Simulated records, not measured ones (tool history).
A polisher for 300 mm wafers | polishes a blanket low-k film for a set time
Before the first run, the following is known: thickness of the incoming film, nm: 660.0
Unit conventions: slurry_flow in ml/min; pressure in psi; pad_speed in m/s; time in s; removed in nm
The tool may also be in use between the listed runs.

Run 1, hour 0.0: slurry_flow 150 ml/min, pressure 1.9 psi, pad_speed 1.00 m/s, slurry_solids 1.0, time 39 s. Result: removed 13.723 nm.
Run 2, hour 5.8: slurry_flow 150 ml/min, pressure 1.9 psi, pad_speed 1.00 m/s, slurry_solids 1.0, time 35 s. Result: removed 12.196 nm.
Run 3, hour 7.8: slurry_flow 150 ml/min, pressure 1.7 psi, pad_speed 1.00 m/s, slurry_solids 1.0, time 35 s. Result: removed 11.027 nm.
Run 4, hour 13.5: slurry_flow 155 ml/min, pressure 1.9 psi, pad_speed 1.00 m/s, slurry_solids 1.0, time 35 s. Result: removed 12.348 nm.
Run 5, hour 15.1: slurry_flow 155 ml/min, pressure 2.0 psi, pad_speed 1.00 m/s, slurry_solids 1.0, time 35 s. Result: removed 12.996 nm.
Run 6, hour 16.2: slurry_flow 155 ml/min, pressure 2.1 psi, pad_speed 1.00 m/s, slurry_solids 1.0, time 35 s. Result: removed 13.487 nm.
Run 7, hour 23.4: slurry_flow 155 ml/min, pressure 2.2 psi, pad_speed 1.00 m/s, slurry_solids 1.0, time 35 s. Result: removed 14.418 nm.

Forecast run 8:
Run 8, hour 30.1: slurry_flow 155 ml/min, pressure 2.3 psi, pad_speed 1.00 m/s, slurry_solids 1.0, time 35 s. Result: removed ?.

{"run 8": {"removed": 14.891}}

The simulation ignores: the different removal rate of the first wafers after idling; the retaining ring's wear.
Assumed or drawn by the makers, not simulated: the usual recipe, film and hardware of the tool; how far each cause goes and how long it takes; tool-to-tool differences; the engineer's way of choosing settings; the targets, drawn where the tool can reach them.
